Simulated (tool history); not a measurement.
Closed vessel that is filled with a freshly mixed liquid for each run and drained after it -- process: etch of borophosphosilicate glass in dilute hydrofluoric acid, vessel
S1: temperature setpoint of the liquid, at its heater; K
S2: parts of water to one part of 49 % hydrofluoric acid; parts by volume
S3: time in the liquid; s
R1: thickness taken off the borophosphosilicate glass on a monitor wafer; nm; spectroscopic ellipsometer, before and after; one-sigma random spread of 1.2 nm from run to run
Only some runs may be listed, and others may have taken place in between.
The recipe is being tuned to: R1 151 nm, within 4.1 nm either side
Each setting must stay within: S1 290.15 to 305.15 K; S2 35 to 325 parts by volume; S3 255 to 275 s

run 1 day=0 | S1=297.15 S2=180 S3=255 | R1=49.938
run 2 day=0.388 | S1=297.15 S2=155 S3=255 | R1=61.672
run 3 day=0.454 | S1=297.15 S2=155 S3=255 | R1=60.261
run 4 day=0.679 | S1=297.15 S2=155 S3=275 | R1=65.204
run 5 day=0.783 | S1=299.65 S2=130 S3=275 | R1=87.666
run 6 day=0.917 | S1=301.65 S2=130 S3=275 | R1=94.636
run 7 day=1.254 | S1=302.65 S2=115 S3=275 | R1=114.48
run 8 day=1.604 | S1=302.65 S2=115 S3=275 | R1=115.22
-- day=1.742 thermometer replaced
run 9 day=1.742 | S1=303.65 S2=110 S3=275 | R1=113.27
run 10 day=2.012 | S1=304.15 S2=100 S3=275 | R1=129.16
run 11 day=2.325 | S1=304.65 S2=95 S3=275 | R1=140.73
run 12 day=2.579 | S1=305.15 S2=85 S3=275 | R1=160.27
run 13 day=2.854 | S1=304.65 S2=85 S3=275 | R1=156.17

Of the 4 settings listed for the next run, only one would bring every result within its allowed miss of target. Which one?
run A day=3.129 | S1=305.15 S2=80 S3=265 | R1=?
run B day=3.129 | S1=304.65 S2=85 S3=260 | R1=?
run C day=3.129 | S1=304.65 S2=90 S3=260 | R1=?
run D day=3.129 | S1=304.15 S2=90 S3=270 | R1=?

move=A R1=166.44
move=B R1=149.7
move=C R1=140.34
move=D R1=143.03
A: misses by more than the last run did
B: hits every target within its allowed miss
C: carries the result that was furthest off beyond its target, to the other side
D: carries the result that was furthest off beyond its target, to the other side
B meets every target.
